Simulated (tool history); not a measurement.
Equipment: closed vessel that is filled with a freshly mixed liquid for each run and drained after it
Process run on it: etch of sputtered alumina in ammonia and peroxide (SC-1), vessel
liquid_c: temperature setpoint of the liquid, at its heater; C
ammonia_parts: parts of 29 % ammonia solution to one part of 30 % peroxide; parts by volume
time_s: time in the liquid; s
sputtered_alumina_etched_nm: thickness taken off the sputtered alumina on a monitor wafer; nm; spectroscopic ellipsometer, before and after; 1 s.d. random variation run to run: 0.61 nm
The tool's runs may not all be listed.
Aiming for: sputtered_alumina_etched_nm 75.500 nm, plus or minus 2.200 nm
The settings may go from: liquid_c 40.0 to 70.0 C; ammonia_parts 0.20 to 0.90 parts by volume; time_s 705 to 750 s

run  hour  liquid_c  ammonia_parts  time_s  sputtered_alumina_etched_nm
  1   0.0      56.0           0.50     705                       44.797
  2   1.0      56.0           0.50     705                       45.629
  3   7.2      59.0           0.50     705                       52.147
  4  12.6      61.0           0.50     705                       59.070
  5  20.0      61.0           0.50     705                       57.882
  6  21.2      61.0           0.60     705                       59.099
  7  28.6      62.0           0.60     705                       63.406
  8  30.1      63.0           0.60     705                       65.718
  9  37.7      63.5           0.60     705                       67.647

Next run, 5 choices. One meets every target within its allowed miss, the rest don't. Which?
  A  45.3      64.5           0.55     750                            ?
  B  45.3      66.0           0.55     750                            ?
  C  45.3      66.0           0.65     740                            ?
  D  45.3      67.0           0.65     730                            ?
  E  45.3      66.5           0.65     740                            ?

move  sputtered_alumina_etched_nm
   A                       74.763
   B                       80.529
   C                       80.714
   D                       83.631
   E                       82.724
A: every result lands within tolerance
B: takes the result that was furthest off past its target
C: takes the result that was furthest off past its target
D: takes the result that was furthest off past its target
E: takes the result that was furthest off past its target
Go with A: it meets all targets.

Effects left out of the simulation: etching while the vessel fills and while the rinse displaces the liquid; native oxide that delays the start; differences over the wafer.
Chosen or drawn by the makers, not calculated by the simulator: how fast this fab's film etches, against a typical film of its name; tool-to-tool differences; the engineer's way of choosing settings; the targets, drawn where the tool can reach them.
